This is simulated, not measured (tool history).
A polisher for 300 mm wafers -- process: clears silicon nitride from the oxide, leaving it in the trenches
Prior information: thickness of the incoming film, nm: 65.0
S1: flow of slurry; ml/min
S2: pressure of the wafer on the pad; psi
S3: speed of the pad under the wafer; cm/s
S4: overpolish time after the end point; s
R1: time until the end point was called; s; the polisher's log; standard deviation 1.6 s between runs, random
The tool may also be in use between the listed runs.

run    day   S1   S2  S3  S4      R1
  1  0.000  285  1.8  78   8  141.77
  2  0.375  285  1.6  78   8  162.00
  3  0.600  250  1.6  78   8  158.91
  4  0.704  295  1.6  78   8  162.21
  5  1.058  295  1.8  80   8  141.02
  6  1.096  295  2.0  82   8  122.78
  7  1.204  295  2.1  82   8  120.11
  8  1.229  295  2.2  82   8  112.37

Estimate the outcome of run 9 from the log above:
  9  1.517  295  2.3  82   8   ?

R1: 107.92 s
